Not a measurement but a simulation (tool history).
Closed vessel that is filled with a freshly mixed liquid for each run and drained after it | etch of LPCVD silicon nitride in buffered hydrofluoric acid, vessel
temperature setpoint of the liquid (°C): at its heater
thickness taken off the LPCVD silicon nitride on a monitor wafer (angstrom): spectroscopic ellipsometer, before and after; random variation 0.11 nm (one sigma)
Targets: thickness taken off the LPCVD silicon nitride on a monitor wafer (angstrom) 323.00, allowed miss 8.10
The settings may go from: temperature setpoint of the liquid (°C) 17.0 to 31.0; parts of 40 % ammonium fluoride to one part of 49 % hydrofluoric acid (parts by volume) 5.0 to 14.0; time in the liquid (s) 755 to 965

run	hour	temperature setpoint of the liquid (°C)	parts of 40 % ammonium fluoride to one part of 49 % hydrofluoric acid (parts by volume)	time in the liquid (s)	thickness taken off the LPCVD silicon nitride on a monitor wafer (angstrom)
1	0.0	23.0	8.5	965	134.88
2	5.5	23.0	8.5	965	133.81
3	12.4	25.5	7.5	965	177.59
4	17.5	25.5	5.5	965	233.99
# hour 26.6: thermometer replaced
5	26.6	23.0	5.5	965	223.40
6	30.4	25.5	5.5	965	253.40
7	34.3	27.0	5.5	965	274.83
8	37.0	27.5	5.5	965	282.41
9	43.6	28.0	5.5	965	290.82
10	46.4	28.5	5.5	965	298.36
11	56.2	29.0	5.5	965	306.00
12	65.3	29.5	5.5	965	312.76

4 next moves are on the table. One of them brings every result within its allowed miss. Which?
A	74.4	31.0	5.0	915	?
B	74.4	30.0	5.5	900	?
C	74.4	31.0	5.0	905	?
D	74.4	28.5	5.0	965	?

move	thickness taken off the LPCVD silicon nitride on a monitor wafer (angstrom)
A	348.77
B	300.50
C	344.96
D	322.71
A: takes the result that was furthest off past its target
B: further off than the last run
C: takes the result that was furthest off past its target
D: meets every target
Answer: D

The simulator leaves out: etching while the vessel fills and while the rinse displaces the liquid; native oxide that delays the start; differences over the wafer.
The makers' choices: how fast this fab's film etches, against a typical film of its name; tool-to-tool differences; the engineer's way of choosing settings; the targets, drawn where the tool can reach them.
